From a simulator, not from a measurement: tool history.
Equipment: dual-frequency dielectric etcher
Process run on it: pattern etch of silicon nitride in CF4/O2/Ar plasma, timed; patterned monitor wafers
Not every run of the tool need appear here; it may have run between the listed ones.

run	hour	source power (kW)	bias power (kW)	Ar flow (sccm)	CF4 flow (sccm)	etch time (s)	mean etch depth across the wafer (nm)
1	0.0	0.690	0.042	91	76	137	318.12
2	0.6	0.690	0.042	91	76	137	316.06
3	6.5	0.630	0.041	91	76	137	295.45
4	10.5	0.580	0.040	92	75	137	273.07
5	16.1	0.550	0.040	92	75	137	263.27
6	22.0	0.520	0.040	92	75	137	253.89
7	24.8	0.500	0.040	92	75	137	247.53
8	31.7	0.490	0.040	92	75	137	246.09

Expected results for the next run?
9	34.6	0.480	0.040	92	75	137	?

mean etch depth across the wafer (nm): 239.52
